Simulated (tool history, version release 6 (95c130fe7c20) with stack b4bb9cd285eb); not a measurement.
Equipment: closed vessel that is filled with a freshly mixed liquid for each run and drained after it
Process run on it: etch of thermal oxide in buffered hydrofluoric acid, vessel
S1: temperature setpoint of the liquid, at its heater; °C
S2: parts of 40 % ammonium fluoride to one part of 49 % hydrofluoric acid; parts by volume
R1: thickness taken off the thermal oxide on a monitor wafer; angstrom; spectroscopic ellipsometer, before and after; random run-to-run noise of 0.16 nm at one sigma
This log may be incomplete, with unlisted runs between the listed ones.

Run 1, hour 0: S1 24 °C, S2 20.5 parts by volume, time in the liquid (s) 30. Result: R1 144.64 angstrom.
Run 2, hour 3.6: S1 26 °C, S2 18 parts by volume, time in the liquid (s) 30. Result: R1 179.58 angstrom.
Run 3, hour 4.2: S1 27.5 °C, S2 16.5 parts by volume, time in the liquid (s) 30. Result: R1 214.91 angstrom.
Run 4, hour 6.9: S1 27.5 °C, S2 22 parts by volume, time in the liquid (s) 30. Result: R1 164.65 angstrom.
Run 5, hour 12.5: S1 25.5 °C, S2 22 parts by volume, time in the liquid (s) 30. Result: R1 148.4 angstrom.
Run 6, hour 14.4: S1 27.5 °C, S2 19.5 parts by volume, time in the liquid (s) 30. Result: R1 183.06 angstrom.
Run 7, hour 20.8: S1 28.5 °C, S2 17.5 parts by volume, time in the liquid (s) 30. Result: R1 213.54 angstrom.

Run 8 has not been measured yet. What should we expect?
Run 8, hour 22.1: S1 32 °C, S2 12.5 parts by volume, time in the liquid (s) 30. Result: R1 ?.

R1: 355.28 angstrom

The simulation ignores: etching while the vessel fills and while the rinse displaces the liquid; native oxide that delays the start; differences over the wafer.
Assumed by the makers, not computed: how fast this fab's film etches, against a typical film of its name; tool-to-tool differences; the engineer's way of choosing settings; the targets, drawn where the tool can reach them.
